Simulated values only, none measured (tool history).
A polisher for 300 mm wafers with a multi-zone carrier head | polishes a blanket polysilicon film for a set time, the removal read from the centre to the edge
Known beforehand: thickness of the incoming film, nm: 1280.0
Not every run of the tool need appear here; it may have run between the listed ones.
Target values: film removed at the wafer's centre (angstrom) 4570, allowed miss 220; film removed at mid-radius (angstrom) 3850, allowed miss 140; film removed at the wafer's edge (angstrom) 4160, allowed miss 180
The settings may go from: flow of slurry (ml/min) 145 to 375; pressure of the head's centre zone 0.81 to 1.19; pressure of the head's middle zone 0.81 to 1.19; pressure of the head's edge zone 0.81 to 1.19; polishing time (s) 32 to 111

| run | hour | flow of slurry (ml/min) | pressure of the head's centre zone | pressure of the head's middle zone | pressure of the head's edge zone | polishing time (s) | film removed at the wafer's centre (angstrom) | film removed at mid-radius (angstrom) | film removed at the wafer's edge (angstrom) |
|---|---|---|---|---|---|---|---|---|---|
| 1 | 0 | 240 | 1 | 1 | 1 | 71 | 3366.6 | 3610.1 | 3482.4 |
| 2 | 1.5 | 240 | 1 | 1 | 1 | 83 | 3966.4 | 4176.8 | 4288.1 |
| 3 | 5.1 | 240 | 1.02 | 0.99 | 1 | 83 | 4150.9 | 4163.3 | 4174.3 |
| 4 | 7.7 | 240 | 1.03 | 0.98 | 1 | 83 | 3985.8 | 4102.8 | 4256.1 |
| 5 | 16 | 250 | 1.05 | 0.97 | 0.98 | 83 | 4110.9 | 4119.9 | 4091.8 |
| 6 | 16.8 | 295 | 1.05 | 0.97 | 0.98 | 83 | 4202.7 | 4160.6 | 4153.1 |
| 7 | 17.9 | 295 | 1.06 | 0.96 | 0.98 | 83 | 4277.2 | 4066.2 | 4230.6 |
| 8 | 26.7 | 295 | 1.07 | 0.95 | 0.98 | 83 | 4369 | 4010.6 | 4199.7 |
| 9 | 31.7 | 295 | 1.07 | 0.95 | 0.98 | 83 | 4384.7 | 4088 | 4151 |

Exercise: of the 5 proposed moves below, exactly one satisfies all targets within the stated allowed misses. Which move is it?
| A | 36.7 | 375 | 1.16 | 0.93 | 1.09 | 79 | ? | ? | ? |
| B | 36.7 | 275 | 1.11 | 1 | 0.94 | 76 | ? | ? | ? |
| C | 36.7 | 275 | 0.98 | 0.97 | 1.03 | 86 | ? | ? | ? |
| D | 36.7 | 320 | 1.14 | 1.03 | 0.97 | 73 | ? | ? | ? |
| E | 36.7 | 325 | 1.13 | 1.11 | 0.97 | 76 | ? | ? | ? |

| move | film removed at the wafer's centre (angstrom) | film removed at mid-radius (angstrom) | film removed at the wafer's edge (angstrom) |
|---|---|---|---|
| A | 4459.7 | 3875 | 4208.7 |
| B | 4018.8 | 3867.1 | 3727.7 |
| C | 4084.6 | 4267.1 | 4385.2 |
| D | 4006.5 | 3855.1 | 3659.6 |
| E | 4147.3 | 4283.4 | 3809.4 |
A: every result lands within tolerance
B: corrects the largest miss of the last run, while another result sits out of spec
C: misses by more than the last run did
D: corrects the largest miss of the last run, while another result sits out of spec
E: misses by more than the last run did
The right move is A.
